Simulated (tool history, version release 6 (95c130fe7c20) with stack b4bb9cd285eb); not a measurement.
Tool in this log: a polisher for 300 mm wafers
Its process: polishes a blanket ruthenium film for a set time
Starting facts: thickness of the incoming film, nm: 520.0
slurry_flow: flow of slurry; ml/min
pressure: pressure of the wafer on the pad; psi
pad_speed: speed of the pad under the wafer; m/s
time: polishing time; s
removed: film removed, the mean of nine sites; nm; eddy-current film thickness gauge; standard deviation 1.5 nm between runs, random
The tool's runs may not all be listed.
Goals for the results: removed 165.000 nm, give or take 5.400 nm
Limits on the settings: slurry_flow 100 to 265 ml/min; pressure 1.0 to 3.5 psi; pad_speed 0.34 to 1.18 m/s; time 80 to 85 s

{"run": 1, "day": 0.0, "slurry_flow": 170, "pressure": 2.2, "pad_speed": 0.76, "time": 80, "removed": 89.513}
{"run": 2, "day": 0.208, "slurry_flow": 170, "pressure": 2.2, "pad_speed": 0.76, "time": 85, "removed": 94.506}
{"run": 3, "day": 0.362, "slurry_flow": 145, "pressure": 2.2, "pad_speed": 0.76, "time": 85, "removed": 89.708}
{"run": 4, "day": 0.712, "slurry_flow": 165, "pressure": 2.2, "pad_speed": 0.76, "time": 85, "removed": 93.706}
{"run": 5, "day": 0.775, "slurry_flow": 175, "pressure": 2.4, "pad_speed": 0.76, "time": 85, "removed": 104.59}
{"run": 6, "day": 0.996, "slurry_flow": 175, "pressure": 2.4, "pad_speed": 0.76, "time": 85, "removed": 104.43}
{"run": 7, "day": 1.029, "slurry_flow": 185, "pressure": 2.5, "pad_speed": 0.76, "time": 85, "removed": 109.27}
{"run": 8, "day": 1.317, "slurry_flow": 190, "pressure": 2.6, "pad_speed": 0.76, "time": 85, "removed": 111.54}
{"run": 9, "day": 1.579, "slurry_flow": 190, "pressure": 3.2, "pad_speed": 0.8, "time": 85, "removed": 144.8}
{"run": 10, "day": 1.712, "slurry_flow": 195, "pressure": 3.2, "pad_speed": 0.8, "time": 85, "removed": 145.99}

Consider the 5 candidate settings below. Which is the only one whose results all fall within their allowed miss of target?
{"run": "A", "day": 1.846, "slurry_flow": 190, "pressure": 3.5, "pad_speed": 0.9, "time": 85, "removed": "?"}
{"run": "B", "day": 1.846, "slurry_flow": 230, "pressure": 3.5, "pad_speed": 0.88, "time": 85, "removed": "?"}
{"run": "C", "day": 1.846, "slurry_flow": 175, "pressure": 3.4, "pad_speed": 0.88, "time": 85, "removed": "?"}
{"run": "D", "day": 1.846, "slurry_flow": 205, "pressure": 3.3, "pad_speed": 1.0, "time": 81, "removed": "?"}
{"run": "E", "day": 1.846, "slurry_flow": 165, "pressure": 3.5, "pad_speed": 0.9, "time": 85, "removed": "?"}

move=A removed=175.870
move=B removed=176.600
move=C removed=165.150
move=D removed=177.000
move=E removed=171.900
A: pushes the last run's worst result past its target
B: pushes the last run's worst result past its target
C: in spec on every target
D: pushes the last run's worst result past its target
E: pushes the last run's worst result past its target
The move that meets every target is C.
